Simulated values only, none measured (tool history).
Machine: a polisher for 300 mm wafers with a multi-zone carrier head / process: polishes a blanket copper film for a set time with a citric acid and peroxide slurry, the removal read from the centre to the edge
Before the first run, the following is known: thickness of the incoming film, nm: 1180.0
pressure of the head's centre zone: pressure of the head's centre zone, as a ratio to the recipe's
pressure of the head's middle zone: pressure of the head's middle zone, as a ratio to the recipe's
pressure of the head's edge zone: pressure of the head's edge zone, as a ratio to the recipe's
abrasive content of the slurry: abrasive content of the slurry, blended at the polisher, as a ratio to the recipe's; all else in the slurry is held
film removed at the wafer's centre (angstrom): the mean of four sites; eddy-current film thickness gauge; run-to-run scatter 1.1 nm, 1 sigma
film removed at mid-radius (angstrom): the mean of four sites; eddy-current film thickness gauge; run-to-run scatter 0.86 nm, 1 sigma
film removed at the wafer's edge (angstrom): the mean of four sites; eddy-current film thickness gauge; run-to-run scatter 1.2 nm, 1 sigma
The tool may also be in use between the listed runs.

run	hour	flow of slurry (ml/min)	pressure of the head's centre zone	pressure of the head's middle zone	pressure of the head's edge zone	abrasive content of the slurry	polishing time (s)	film removed at the wafer's centre (angstrom)	film removed at mid-radius (angstrom)	film removed at the wafer's edge (angstrom)
1	0.0	205	1.00	1.00	1.00	1.00	59	900.67	854.14	882.40
2	8.3	210	0.99	1.02	1.03	1.10	61	934.09	934.42	956.14
3	9.6	210	0.99	1.09	1.03	1.10	61	935.12	977.10	937.47
4	12.9	215	0.99	1.09	1.05	1.15	63	976.75	1028.30	1004.50
5	18.2	215	1.06	1.09	1.05	1.15	63	1052.00	1025.20	999.25
6	22.4	220	1.05	1.09	1.07	1.20	64	1074.90	1057.90	1048.40
7	27.2	230	1.04	1.10	1.09	1.25	65	1104.30	1100.40	1094.70
8	32.5	235	1.03	1.11	1.10	1.30	66	1125.90	1148.50	1124.10

Run 9 comes next. What will it give?
9	36.4	235	1.02	1.11	1.11	1.35	67	?	?	?

{"run 9": {"film removed at the wafer's centre (angstrom)": 1168.0, "film removed at mid-radius (angstrom)": 1182.8, "film removed at the wafer's edge (angstrom)": 1163.0}}
